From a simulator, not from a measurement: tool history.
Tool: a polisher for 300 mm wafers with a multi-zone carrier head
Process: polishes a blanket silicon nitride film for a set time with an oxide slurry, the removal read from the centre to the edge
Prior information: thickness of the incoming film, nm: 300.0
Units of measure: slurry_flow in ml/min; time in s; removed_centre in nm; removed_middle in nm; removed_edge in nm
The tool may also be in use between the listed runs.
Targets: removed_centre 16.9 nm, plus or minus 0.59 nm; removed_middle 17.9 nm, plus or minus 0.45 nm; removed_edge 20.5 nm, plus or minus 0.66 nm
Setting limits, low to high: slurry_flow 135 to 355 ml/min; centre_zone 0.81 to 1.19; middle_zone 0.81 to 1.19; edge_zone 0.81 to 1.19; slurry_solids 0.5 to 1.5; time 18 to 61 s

{"run": 1, "hour": 0.0, "slurry_flow": 225, "centre_zone": 1, "middle_zone": 1, "edge_zone": 1, "slurry_solids": 1, "time": 39, "removed_centre": 17.113, "removed_middle": 17.312, "removed_edge": 17.168}
{"run": 2, "hour": 3.3, "slurry_flow": 225, "centre_zone": 1, "middle_zone": 1, "edge_zone": 1, "slurry_solids": 1, "time": 44, "removed_centre": 19.347, "removed_middle": 19.506, "removed_edge": 19.112}
{"run": 3, "hour": 8.5, "slurry_flow": 205, "centre_zone": 0.96, "middle_zone": 0.97, "edge_zone": 1.05, "slurry_solids": 1, "time": 44, "removed_centre": 18.276, "removed_middle": 18.922, "removed_edge": 19.444}
{"run": 4, "hour": 14.3, "slurry_flow": 205, "centre_zone": 0.96, "middle_zone": 0.97, "edge_zone": 1.05, "slurry_solids": 0.85, "time": 44, "removed_centre": 16.63, "removed_middle": 16.934, "removed_edge": 17.661}
{"run": 5, "hour": 15.1, "slurry_flow": 220, "centre_zone": 0.94, "middle_zone": 0.95, "edge_zone": 1.1, "slurry_solids": 0.9, "time": 44, "removed_centre": 16.888, "removed_middle": 17.443, "removed_edge": 18.941}
{"run": 6, "hour": 19.5, "slurry_flow": 220, "centre_zone": 0.94, "middle_zone": 0.95, "edge_zone": 1.1, "slurry_solids": 0.9, "time": 37, "removed_centre": 14.315, "removed_middle": 14.768, "removed_edge": 15.548}
{"run": 7, "hour": 21.4, "slurry_flow": 235, "centre_zone": 0.92, "middle_zone": 0.92, "edge_zone": 1.13, "slurry_solids": 1, "time": 38, "removed_centre": 15.344, "removed_middle": 16.023, "removed_edge": 17.727}
{"run": 8, "hour": 24.5, "slurry_flow": 265, "centre_zone": 0.92, "middle_zone": 0.92, "edge_zone": 1.15, "slurry_solids": 1.05, "time": 38, "removed_centre": 16.057, "removed_middle": 16.681, "removed_edge": 18.427}

Of the 5 settings listed for the next run, only one would bring every result within its allowed miss of target. Which one?
{"run": "A", "hour": 27.6, "slurry_flow": 300, "centre_zone": 1.04, "middle_zone": 0.95, "edge_zone": 1.08, "slurry_solids": 1.1, "time": 34, "removed_centre": "?", "removed_middle": "?", "removed_edge": "?"}
{"run": "B", "hour": 27.6, "slurry_flow": 270, "centre_zone": 0.88, "middle_zone": 0.89, "edge_zone": 1.18, "slurry_solids": 0.75, "time": 51, "removed_centre": "?", "removed_middle": "?", "removed_edge": "?"}
{"run": "C", "hour": 27.6, "slurry_flow": 260, "centre_zone": 0.86, "middle_zone": 1.06, "edge_zone": 1.19, "slurry_solids": 1.1, "time": 38, "removed_centre": "?", "removed_middle": "?", "removed_edge": "?"}
{"run": "D", "hour": 27.6, "slurry_flow": 190, "centre_zone": 0.87, "middle_zone": 0.92, "edge_zone": 1.16, "slurry_solids": 1.1, "time": 40, "removed_centre": "?", "removed_middle": "?", "removed_edge": "?"}
{"run": "E", "hour": 27.6, "slurry_flow": 180, "centre_zone": 0.9, "middle_zone": 1.01, "edge_zone": 0.99, "slurry_solids": 1.1, "time": 43, "removed_centre": "?", "removed_middle": "?", "removed_edge": "?"}

move=A removed_centre=16.949 removed_middle=15.933 removed_edge=16.708
move=B removed_centre=16.814 removed_middle=17.902 removed_edge=20.603
move=C removed_centre=15.296 removed_middle=18.919 removed_edge=19.247
move=D removed_centre=15.312 removed_middle=17.012 removed_edge=19.275
move=E removed_centre=16.836 removed_middle=19.36 removed_edge=19.078
A: further off than the last run
B: every result within its allowed miss
C: nearer than the last run, and not there yet
D: nearer than the last run, and not there yet
E: roughly where the last run was
Answer: B
